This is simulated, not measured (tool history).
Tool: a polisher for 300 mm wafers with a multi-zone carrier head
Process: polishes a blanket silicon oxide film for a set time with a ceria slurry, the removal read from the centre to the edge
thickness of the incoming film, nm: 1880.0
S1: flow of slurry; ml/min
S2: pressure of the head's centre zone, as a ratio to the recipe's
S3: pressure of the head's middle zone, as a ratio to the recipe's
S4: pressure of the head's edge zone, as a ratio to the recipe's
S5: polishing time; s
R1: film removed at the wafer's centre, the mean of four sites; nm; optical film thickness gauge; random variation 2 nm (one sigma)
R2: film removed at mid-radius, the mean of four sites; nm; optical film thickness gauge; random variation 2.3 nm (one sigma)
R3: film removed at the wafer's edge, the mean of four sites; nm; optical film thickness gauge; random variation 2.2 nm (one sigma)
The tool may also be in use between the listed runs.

run	hour	S1	S2	S3	S4	S5	R1	R2	R3
1	0.0	180	1.00	1.00	1.00	76	272.23	260.63	265.24
2	6.5	180	1.06	1.00	1.00	76	290.36	263.19	263.74
3	10.5	170	1.04	0.97	0.99	75	279.58	254.87	254.36
4	15.8	170	1.04	0.97	0.99	88	323.03	295.57	303.94
5	21.8	170	1.04	0.97	0.96	88	324.17	300.99	299.80
6	25.7	170	1.03	0.94	0.98	85	310.21	284.00	292.18
7	29.4	165	1.03	0.92	1.00	82	296.37	266.34	280.96

The next listed run, before its measurement:
8	37.6	160	1.03	0.90	1.02	80	?	?	?

Run 8 gave R1 287.44 nm, R2 252.67 nm, R3 274.98 nm.
